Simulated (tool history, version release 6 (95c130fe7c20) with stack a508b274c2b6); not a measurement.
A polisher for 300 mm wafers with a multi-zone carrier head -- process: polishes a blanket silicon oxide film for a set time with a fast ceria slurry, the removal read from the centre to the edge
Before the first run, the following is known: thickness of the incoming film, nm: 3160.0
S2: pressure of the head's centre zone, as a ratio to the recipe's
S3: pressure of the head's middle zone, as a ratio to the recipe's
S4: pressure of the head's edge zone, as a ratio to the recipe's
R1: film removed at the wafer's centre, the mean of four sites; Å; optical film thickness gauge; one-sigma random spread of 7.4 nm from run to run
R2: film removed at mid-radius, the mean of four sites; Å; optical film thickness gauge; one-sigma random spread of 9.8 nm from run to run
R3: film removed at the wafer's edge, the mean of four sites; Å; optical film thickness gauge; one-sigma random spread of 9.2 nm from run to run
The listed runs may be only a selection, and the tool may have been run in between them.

Run 1, hour 0: flow of slurry (ml/min) 280, S2 1, S3 1, S4 1, polishing time (s) 61. Result: R1 5428.2 Å, R2 5880.2 Å, R3 6000.4 Å.
Run 2, hour 4.8: flow of slurry (ml/min) 280, S2 1, S3 1, S4 0.93, polishing time (s) 61. Result: R1 5419.1 Å, R2 5785.4 Å, R3 5768.7 Å.
Run 3, hour 11.7: flow of slurry (ml/min) 280, S2 0.96, S3 1, S4 0.93, polishing time (s) 61. Result: R1 5265.3 Å, R2 5988.3 Å, R3 5631 Å.
Run 4, hour 15.9: flow of slurry (ml/min) 305, S2 1.01, S3 1.04, S4 0.9, polishing time (s) 64. Result: R1 5845.9 Å, R2 6615.3 Å, R3 6066.1 Å.
Run 5, hour 19.8: flow of slurry (ml/min) 320, S2 1.05, S3 1.05, S4 0.88, polishing time (s) 66. Result: R1 6340.5 Å, R2 6667.9 Å, R3 5931.4 Å.
Run 6, hour 21.5: flow of slurry (ml/min) 325, S2 1.08, S3 1.07, S4 0.91, polishing time (s) 68. Result: R1 6688.7 Å, R2 7120 Å, R3 6337.8 Å.
At hour 29.9: centre zone pressure recalibrated.
Run 7, hour 29.9: flow of slurry (ml/min) 330, S2 1.1, S3 1.08, S4 0.92, polishing time (s) 70. Result: R1 7666.4 Å, R2 7315.7 Å, R3 6506.7 Å.
Run 8, hour 34: flow of slurry (ml/min) 330, S2 1.1, S3 1.1, S4 0.95, polishing time (s) 71. Result: R1 7949.5 Å, R2 7544.4 Å, R3 6743.3 Å.
Run 9, hour 38.5: flow of slurry (ml/min) 330, S2 1.09, S3 1.12, S4 0.97, polishing time (s) 72. Result: R1 7813.1 Å, R2 7750.3 Å, R3 7051.9 Å.

For run 10, what comes out?
Run 10, hour 45.1: flow of slurry (ml/min) 330, S2 1.09, S3 1.12, S4 0.97, polishing time (s) 72. Result: R1 ?, R2 ?, R3 ?.

Logged for run 10: R1 7798.9 Å, R2 7772.3 Å, R3 6913.8 Å.

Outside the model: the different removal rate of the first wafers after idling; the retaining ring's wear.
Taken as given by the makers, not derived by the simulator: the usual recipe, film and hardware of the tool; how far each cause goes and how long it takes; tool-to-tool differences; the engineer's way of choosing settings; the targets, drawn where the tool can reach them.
